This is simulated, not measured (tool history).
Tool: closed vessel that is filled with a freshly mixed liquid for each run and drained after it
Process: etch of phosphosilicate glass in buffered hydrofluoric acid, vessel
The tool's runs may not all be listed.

| run | day | temperature setpoint of the liquid (°C) | parts of 40 % ammonium fluoride to one part of 49 % hydrofluoric acid (parts by volume) | time in the liquid (s) | thickness taken off the phosphosilicate glass on a monitor wafer (angstrom) |
|---|---|---|---|---|---|
| 1 | 0.000 | 24.0 | 21.0 | 90 | 1560.6 |
| 2 | 0.308 | 25.5 | 21.0 | 90 | 1677.7 |
| 3 | 0.496 | 27.0 | 21.0 | 90 | 1807.4 |
| 4 | 0.762 | 28.0 | 21.0 | 90 | 1922.1 |
| 5 | 0.967 | 29.0 | 21.0 | 90 | 2033.6 |
| 6 | 1.146 | 29.0 | 21.0 | 90 | 1999.4 |
| 7 | 1.362 | 29.5 | 21.0 | 90 | 2085.9 |

Run 8 comes next. What will it give?
| 8 | 1.408 | 30.0 | 21.0 | 90 | ? |

thickness taken off the phosphosilicate glass on a monitor wafer (angstrom): 2131.4
